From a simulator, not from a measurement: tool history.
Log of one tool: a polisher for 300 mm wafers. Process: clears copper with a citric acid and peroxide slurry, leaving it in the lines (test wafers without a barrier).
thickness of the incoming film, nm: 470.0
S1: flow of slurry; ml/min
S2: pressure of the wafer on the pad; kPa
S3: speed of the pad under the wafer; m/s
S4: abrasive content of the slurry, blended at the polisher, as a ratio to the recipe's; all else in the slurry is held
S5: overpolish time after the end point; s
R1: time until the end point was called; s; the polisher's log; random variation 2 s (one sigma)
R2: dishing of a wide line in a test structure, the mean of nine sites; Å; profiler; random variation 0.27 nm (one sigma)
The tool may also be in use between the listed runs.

run 1 day=0 | S1=315 S2=27.6 S3=1.3 S4=1 S5=9 | R1=113.31 R2=247.18
run 2 day=0.292 | S1=265 S2=27.6 S3=1.3 S4=1 S5=9 | R1=112.93 R2=244
run 3 day=0.638 | S1=265 S2=25.5 S3=1.3 S4=1 S5=9 | R1=120.42 R2=232.45
run 4 day=0.833 | S1=265 S2=23.4 S3=1.3 S4=1 S5=9 | R1=128.17 R2=219.87
run 5 day=1.033 | S1=265 S2=21.4 S3=1.3 S4=1 S5=9 | R1=139.87 R2=205.4
run 6 day=1.325 | S1=265 S2=20.7 S3=1.3 S4=1 S5=9 | R1=141.29 R2=199.7

Run 7 comes next. What will it give?
run 7 day=1.354 | S1=265 S2=20 S3=1.3 S4=1 S5=9 | R1=? R2=?

Run 7 gave R1 144.61 s, R2 201.45 Å.

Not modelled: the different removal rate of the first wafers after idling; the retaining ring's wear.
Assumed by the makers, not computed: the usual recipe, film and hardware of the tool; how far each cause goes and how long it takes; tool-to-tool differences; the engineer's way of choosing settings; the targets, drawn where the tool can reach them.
